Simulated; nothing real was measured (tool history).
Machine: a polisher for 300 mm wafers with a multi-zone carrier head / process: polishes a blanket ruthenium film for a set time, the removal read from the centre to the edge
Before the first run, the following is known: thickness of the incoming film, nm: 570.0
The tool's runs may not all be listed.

| run | hour | flow of slurry (ml/min) | pressure of the head's centre zone | pressure of the head's middle zone | pressure of the head's edge zone | polishing time (s) | film removed at the wafer's centre (nm) | film removed at mid-radius (nm) | film removed at the wafer's edge (nm) |
|---|---|---|---|---|---|---|---|---|---|
| 1 | 0 | 120 | 1 | 1 | 1 | 58 | 102.18 | 100.33 | 100.11 |
| 2 | 0.6 | 120 | 1 | 1 | 1.05 | 58 | 98.88 | 104.36 | 103.97 |
| 3 | 4.1 | 125 | 1.03 | 1 | 1.06 | 59 | 107.99 | 105.85 | 104.25 |
| 4 | 5.9 | 125 | 1.03 | 0.93 | 1.06 | 59 | 105.76 | 100.87 | 104.11 |
| 5 | 11.8 | 100 | 1.03 | 0.93 | 1.06 | 59 | 103.92 | 94.332 | 103.1 |
| 6 | 16.5 | 100 | 1.03 | 0.93 | 1.06 | 49 | 83.967 | 79.837 | 85.165 |
| 7 | 18.3 | 105 | 1.04 | 0.95 | 1.07 | 52 | 91.975 | 87.207 | 91.722 |
| 8 | 25.9 | 105 | 1.05 | 0.97 | 1.08 | 55 | 97.466 | 93.745 | 95.493 |

What will run 9 give?
| 9 | 27.8 | 105 | 1.05 | 0.97 | 1.08 | 55 | ? | ? | ? |

Run 9 measured film removed at the wafer's centre (nm) 97.107, film removed at mid-radius (nm) 92.329, film removed at the wafer's edge (nm) 98.13.
